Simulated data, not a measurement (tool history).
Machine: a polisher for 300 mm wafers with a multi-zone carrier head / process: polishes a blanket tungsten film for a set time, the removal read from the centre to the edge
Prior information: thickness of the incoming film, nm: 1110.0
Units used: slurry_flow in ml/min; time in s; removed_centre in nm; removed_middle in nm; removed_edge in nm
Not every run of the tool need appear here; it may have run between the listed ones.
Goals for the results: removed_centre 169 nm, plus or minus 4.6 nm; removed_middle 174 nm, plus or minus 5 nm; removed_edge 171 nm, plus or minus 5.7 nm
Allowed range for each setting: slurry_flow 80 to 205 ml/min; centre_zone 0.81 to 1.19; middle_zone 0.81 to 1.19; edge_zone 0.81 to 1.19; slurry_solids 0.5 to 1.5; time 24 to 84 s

run	hour	slurry_flow	centre_zone	middle_zone	edge_zone	slurry_solids	time	removed_centre	removed_middle	removed_edge
1	0	135	1	1	1	1	54	216.24	212.09	207.7
2	8	135	1	1	1	1.1	54	223.3	218.91	217.4
3	15	135	1	1	1	0.95	54	212.23	210.64	210.49
4	21.4	125	0.99	0.99	0.95	0.9	53	201.13	197.23	194.44
5	28.8	125	0.99	0.99	0.95	0.9	58	219.3	218.34	215.04
6	37.7	125	0.99	0.99	0.95	1.05	58	229.86	225.7	221.39
7	41.4	120	0.97	0.98	0.92	0.9	57	208.37	210.72	206.63
8	49.8	115	0.96	0.97	0.9	0.8	56	194.28	196.97	190.15
9	54.5	110	0.94	0.95	0.88	0.8	56	186.79	190.3	189.9
10	59.5	105	0.94	0.95	0.86	0.75	56	179.04	184.16	182.86
11	63	105	0.94	0.95	0.86	0.75	56	181.67	184.06	182.27

Pick the move, out of 5, that brings all results within their allowed miss; only one does.
A	66.5	95	1.07	0.91	0.85	0.75	55	?	?	?
B	66.5	80	1.03	0.84	0.82	0.9	61	?	?	?
C	66.5	80	0.87	0.91	0.96	0.6	64	?	?	?
D	66.5	115	0.81	0.93	0.84	0.55	64	?	?	?
E	66.5	85	0.99	1.01	0.89	1.05	50	?	?	?

move	removed_centre	removed_middle	removed_edge
A	194.14	165.91	175.4
B	201.64	169.71	193.9
C	158.75	169.25	191.38
D	166.85	190.69	193.08
E	171.08	173.73	173.27
A: misses by more than the last run did
B: misses by more than the last run did
C: pushes the last run's worst result past its target
D: the furthest-off result lands on target, but another misses its tolerance
E: meets every target
So the answer is move E, the one that meets all the targets.
